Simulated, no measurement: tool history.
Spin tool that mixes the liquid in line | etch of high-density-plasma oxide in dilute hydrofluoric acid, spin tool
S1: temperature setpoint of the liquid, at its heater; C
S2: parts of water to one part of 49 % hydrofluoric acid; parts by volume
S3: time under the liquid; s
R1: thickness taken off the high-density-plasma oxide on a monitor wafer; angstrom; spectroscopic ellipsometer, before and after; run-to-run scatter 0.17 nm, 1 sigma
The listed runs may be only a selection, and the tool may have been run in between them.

| run | hour | S1 | S2 | S3 | R1 |
|---|---|---|---|---|---|
| 1 | 0.0 | 25.0 | 50 | 65 | 66.384 |
| 2 | 6.1 | 21.5 | 50 | 65 | 57.795 |
| 3 | 13.5 | 23.5 | 45 | 65 | 70.740 |
| 4 | 14.6 | 25.0 | 40 | 65 | 84.439 |
| 5 | 21.8 | 25.0 | 40 | 50 | 65.930 |
| 6 | 27.6 | 26.5 | 35 | 55 | 88.355 |

Forecast run 7:
| 7 | 31.0 | 27.5 | 30 | 55 | ? |

Run 7 yielded R1 106.510 angstrom.
